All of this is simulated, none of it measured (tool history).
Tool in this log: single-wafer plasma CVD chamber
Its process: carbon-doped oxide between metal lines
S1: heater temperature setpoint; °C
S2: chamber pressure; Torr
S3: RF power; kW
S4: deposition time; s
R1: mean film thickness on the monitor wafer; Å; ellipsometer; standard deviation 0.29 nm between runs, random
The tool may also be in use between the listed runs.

Run 1, day 0.000: S1 370 °C, S2 3.66 Torr, S3 0.515 kW, S4 28.1 s. Result: R1 1339.9 Å.
Run 2, day 0.058: S1 370 °C, S2 3.66 Torr, S3 0.515 kW, S4 28.1 s. Result: R1 1336.5 Å.
Run 3, day 0.354: S1 370 °C, S2 4.17 Torr, S3 0.515 kW, S4 28.1 s. Result: R1 1353.5 Å.
Run 4, day 0.692: S1 370 °C, S2 4.17 Torr, S3 0.515 kW, S4 29.0 s. Result: R1 1404.1 Å.
Run 5, day 0.938: S1 370 °C, S2 3.51 Torr, S3 0.515 kW, S4 29.0 s. Result: R1 1365.7 Å.
Run 6, day 1.050: S1 374 °C, S2 3.13 Torr, S3 0.480 kW, S4 29.0 s. Result: R1 1271.5 Å.

Run 7 comes next. What will it give?
Run 7, day 1.367: S1 378 °C, S2 2.86 Torr, S3 0.465 kW, S4 29.0 s. Result: R1 ?.

{"run 7": {"R1": 1214.8}}
